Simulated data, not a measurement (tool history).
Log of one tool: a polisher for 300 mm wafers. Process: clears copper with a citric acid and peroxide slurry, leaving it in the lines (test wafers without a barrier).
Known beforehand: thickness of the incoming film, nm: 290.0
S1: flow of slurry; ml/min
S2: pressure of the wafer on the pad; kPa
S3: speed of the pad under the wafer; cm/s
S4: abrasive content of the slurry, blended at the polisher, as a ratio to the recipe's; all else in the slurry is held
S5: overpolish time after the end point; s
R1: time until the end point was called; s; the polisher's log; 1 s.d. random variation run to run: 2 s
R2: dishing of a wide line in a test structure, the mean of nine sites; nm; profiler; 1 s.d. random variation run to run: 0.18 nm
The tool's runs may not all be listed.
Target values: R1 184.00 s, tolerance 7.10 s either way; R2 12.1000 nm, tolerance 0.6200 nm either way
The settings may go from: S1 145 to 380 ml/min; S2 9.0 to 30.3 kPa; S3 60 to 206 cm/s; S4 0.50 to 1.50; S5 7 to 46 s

Run 1, hour 0.0: S1 245 ml/min, S2 19.3 kPa, S3 132 cm/s, S4 1.00, S5 24 s. Result: R1 109.56 s, R2 38.9660 nm.
Run 2, hour 3.4: S1 245 ml/min, S2 19.3 kPa, S3 132 cm/s, S4 1.15, S5 24 s. Result: R1 109.16 s, R2 39.2870 nm.
Run 3, hour 4.7: S1 245 ml/min, S2 19.3 kPa, S3 132 cm/s, S4 1.35, S5 24 s. Result: R1 103.96 s, R2 40.1620 nm.
Run 4, hour 11.8: S1 245 ml/min, S2 17.9 kPa, S3 132 cm/s, S4 1.35, S5 24 s. Result: R1 112.23 s, R2 37.9170 nm.
Run 5, hour 13.9: S1 245 ml/min, S2 16.5 kPa, S3 128 cm/s, S4 1.40, S5 21 s. Result: R1 121.62 s, R2 32.3760 nm.
Run 6, hour 18.6: S1 250 ml/min, S2 15.2 kPa, S3 124 cm/s, S4 1.40, S5 19 s. Result: R1 136.96 s, R2 27.5680 nm.
Run 7, hour 20.9: S1 275 ml/min, S2 13.8 kPa, S3 122 cm/s, S4 1.40, S5 17 s. Result: R1 148.42 s, R2 22.7040 nm.
Run 8, hour 26.7: S1 290 ml/min, S2 13.1 kPa, S3 120 cm/s, S4 1.40, S5 15 s. Result: R1 155.74 s, R2 19.4810 nm.
Run 9, hour 30.4: S1 300 ml/min, S2 12.4 kPa, S3 120 cm/s, S4 1.40, S5 14 s. Result: R1 164.07 s, R2 17.7770 nm.
Run 10, hour 35.8: S1 310 ml/min, S2 11.7 kPa, S3 120 cm/s, S4 1.40, S5 13 s. Result: R1 173.37 s, R2 16.0900 nm.
Run 11, hour 39.9: S1 320 ml/min, S2 11.7 kPa, S3 120 cm/s, S4 1.40, S5 12 s. Result: R1 172.28 s, R2 15.1110 nm.
Run 12, hour 42.8: S1 330 ml/min, S2 11.7 kPa, S3 120 cm/s, S4 1.40, S5 12 s. Result: R1 174.16 s, R2 15.0650 nm.
Run 13, hour 50.6: S1 335 ml/min, S2 11.7 kPa, S3 120 cm/s, S4 1.40, S5 11 s. Result: R1 173.10 s, R2 14.1660 nm.
Run 14, hour 57.8: S1 340 ml/min, S2 11.7 kPa, S3 120 cm/s, S4 1.40, S5 11 s. Result: R1 170.21 s, R2 14.1760 nm.
Run 15, hour 59.8: S1 320 ml/min, S2 10.3 kPa, S3 120 cm/s, S4 1.40, S5 7 s. Result: R1 190.03 s, R2 8.3293 nm.
Run 16, hour 65.7: S1 330 ml/min, S2 10.3 kPa, S3 118 cm/s, S4 1.40, S5 7 s. Result: R1 195.00 s, R2 8.3643 nm.
Run 17, hour 70.5: S1 335 ml/min, S2 10.3 kPa, S3 116 cm/s, S4 1.40, S5 7 s. Result: R1 201.91 s, R2 8.0105 nm.
Run 18, hour 74.6: S1 340 ml/min, S2 10.3 kPa, S3 116 cm/s, S4 1.40, S5 7 s. Result: R1 200.65 s, R2 8.2161 nm.
Run 19, hour 79.5: S1 345 ml/min, S2 10.3 kPa, S3 116 cm/s, S4 1.40, S5 7 s. Result: R1 200.09 s, R2 8.1257 nm.
Run 20, hour 81.0: S1 345 ml/min, S2 10.3 kPa, S3 116 cm/s, S4 1.40, S5 8 s. Result: R1 197.80 s, R2 9.1626 nm.
Run 21, hour 83.6: S1 355 ml/min, S2 11.0 kPa, S3 116 cm/s, S4 1.45, S5 9 s. Result: R1 185.52 s, R2 10.5580 nm.

4 candidate next runs follow, results not yet known. Just one meets every target within its allowed miss. Identify it.
Run A, hour 86.2: S1 360 ml/min, S2 11.7 kPa, S3 116 cm/s, S4 1.35, S5 7 s. Result: R1 ?, R2 ?.
Run B, hour 86.2: S1 380 ml/min, S2 10.3 kPa, S3 122 cm/s, S4 1.50, S5 9 s. Result: R1 ?, R2 ?.
Run C, hour 86.2: S1 340 ml/min, S2 12.4 kPa, S3 106 cm/s, S4 1.40, S5 10 s. Result: R1 ?, R2 ?.
Run D, hour 86.2: S1 365 ml/min, S2 11.7 kPa, S3 122 cm/s, S4 1.45, S5 8 s. Result: R1 ?, R2 ?.

move      R1       R2
   A  179.53   8.9477
   B  185.94  10.8770
   C  185.35  12.0670
   D  168.29  10.7370
A: its largest miss is bigger than the last run's
B: closes in on the targets versus the last run, not all within tolerance yet
C: hits every target within its allowed miss
D: closes in on the targets versus the last run, not all within tolerance yet
The right move is C.
